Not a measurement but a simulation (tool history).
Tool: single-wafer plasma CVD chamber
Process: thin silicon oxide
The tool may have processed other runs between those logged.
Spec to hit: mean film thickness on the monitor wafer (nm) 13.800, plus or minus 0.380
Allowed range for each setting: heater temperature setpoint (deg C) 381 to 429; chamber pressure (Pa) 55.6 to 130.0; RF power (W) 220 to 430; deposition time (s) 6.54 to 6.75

run  hour  heater temperature setpoint (deg C)  chamber pressure (Pa)  RF power (W)  deposition time (s)  mean film thickness on the monitor wafer (nm)
  1   0.0                                  405                   92.8           325                 6.54                                         10.745
  2   7.7                                  405                   92.8           325                 6.75                                         11.165
  3  10.7                                  405                   92.8           325                 6.75                                         11.030
  4  17.9                                  400                   92.8           325                 6.75                                         11.283
  5  18.7                                  399                   95.9           325                 6.75                                         11.587
  6  22.7                                  399                   95.9           325                 6.75                                         11.461
  7  30.0                                  399                   99.2           325                 6.75                                         11.961
  8  32.6                                  399                  101.6           325                 6.75                                         12.096
  9  34.1                                  399                  104.3           325                 6.75                                         12.592
 10  38.3                                  399                  105.9           325                 6.75                                         12.580

Below are 4 possible settings for the next run. Only one of them brings all results inside the allowed miss of their targets. Which is it?
  A  42.5                                  401                  125.9           355                 6.75                                              ?
  B  42.5                                  390                  127.7           325                 6.75                                              ?
  C  42.5                                  398                  106.9           345                 6.75                                              ?
  D  42.5                                  391                  111.6           360                 6.75                                              ?

move  mean film thickness on the monitor wafer (nm)
   A                                         14.890
   B                                         14.862
   C                                         12.954
   D                                         13.673
A: the result that was furthest off in the last run now lies on the other side of its target
B: the result that was furthest off in the last run now lies on the other side of its target
C: gains on the last run, yet a result remains outside its allowed miss
D: every result within its allowed miss
Go with D: it meets all targets.

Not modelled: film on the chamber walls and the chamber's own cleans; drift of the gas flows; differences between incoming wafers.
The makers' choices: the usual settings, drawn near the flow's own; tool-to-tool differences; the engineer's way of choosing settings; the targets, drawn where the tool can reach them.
